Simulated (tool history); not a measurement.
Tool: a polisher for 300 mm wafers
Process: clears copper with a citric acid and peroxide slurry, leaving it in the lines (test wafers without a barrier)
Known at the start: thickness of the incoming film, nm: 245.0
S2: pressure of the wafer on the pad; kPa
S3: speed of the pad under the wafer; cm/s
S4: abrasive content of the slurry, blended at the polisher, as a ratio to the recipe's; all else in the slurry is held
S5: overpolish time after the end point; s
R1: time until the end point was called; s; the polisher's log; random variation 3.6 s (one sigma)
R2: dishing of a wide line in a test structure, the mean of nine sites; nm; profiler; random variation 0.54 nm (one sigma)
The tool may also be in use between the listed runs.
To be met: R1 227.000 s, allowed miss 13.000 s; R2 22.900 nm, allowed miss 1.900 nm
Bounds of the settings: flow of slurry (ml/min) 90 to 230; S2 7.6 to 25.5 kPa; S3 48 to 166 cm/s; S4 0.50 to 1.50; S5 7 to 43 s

run 1 hour=0.0 | flow_of_slurry_(ml/min)=150 S2=16.5 S3=106 S4=1.00 S5=22 | R1=105.170 R2=27.898
run 2 hour=7.5 | flow_of_slurry_(ml/min)=150 S2=16.5 S3=106 S4=1.10 S5=22 | R1=104.460 R2=28.519
run 3 hour=15.2 | flow_of_slurry_(ml/min)=150 S2=18.6 S3=106 S4=1.10 S5=22 | R1=91.778 R2=30.712
run 4 hour=23.1 | flow_of_slurry_(ml/min)=150 S2=18.6 S3=128 S4=1.10 S5=22 | R1=79.480 R2=34.873
run 5 hour=27.8 | flow_of_slurry_(ml/min)=165 S2=18.6 S3=128 S4=1.10 S5=22 | R1=78.052 R2=36.313
run 6 hour=35.0 | flow_of_slurry_(ml/min)=165 S2=22.1 S3=128 S4=1.10 S5=22 | R1=67.287 R2=41.014
run 7 hour=41.3 | flow_of_slurry_(ml/min)=150 S2=17.9 S3=98 S4=1.00 S5=32 | R1=105.940 R2=35.577
run 8 hour=49.0 | flow_of_slurry_(ml/min)=150 S2=15.9 S3=92 S4=1.00 S5=33 | R1=122.350 R2=35.353
run 9 hour=51.5 | flow_of_slurry_(ml/min)=150 S2=14.5 S3=88 S4=1.00 S5=33 | R1=134.720 R2=30.458
run 10 hour=58.0 | flow_of_slurry_(ml/min)=150 S2=13.1 S3=84 S4=1.00 S5=34 | R1=155.170 R2=28.769
run 11 hour=65.4 | flow_of_slurry_(ml/min)=150 S2=12.4 S3=82 S4=1.00 S5=34 | R1=165.530 R2=26.466
run 12 hour=70.7 | flow_of_slurry_(ml/min)=150 S2=11.7 S3=82 S4=1.00 S5=35 | R1=172.050 R2=26.961
run 13 hour=73.3 | flow_of_slurry_(ml/min)=145 S2=7.6 S3=78 S4=1.00 S5=37 | R1=242.700 R2=19.925

Which of these 4 next moves meets every target?
run A hour=75.9 | flow_of_slurry_(ml/min)=165 S2=7.6 S3=78 S4=1.00 S5=34 | R1=? R2=?
run B hour=75.9 | flow_of_slurry_(ml/min)=125 S2=8.3 S3=80 S4=1.05 S5=38 | R1=? R2=?
run C hour=75.9 | flow_of_slurry_(ml/min)=145 S2=8.3 S3=88 S4=0.95 S5=23 | R1=? R2=?
run D hour=75.9 | flow_of_slurry_(ml/min)=145 S2=7.6 S3=72 S4=0.90 S5=30 | R1=? R2=?

move=A R1=239.470 R2=19.255
move=B R1=228.780 R2=21.993
move=C R1=209.630 R2=15.458
move=D R1=266.830 R2=15.776
A: further off than the last run
B: meets every target
C: further off than the last run
D: further off than the last run
The right move is B.
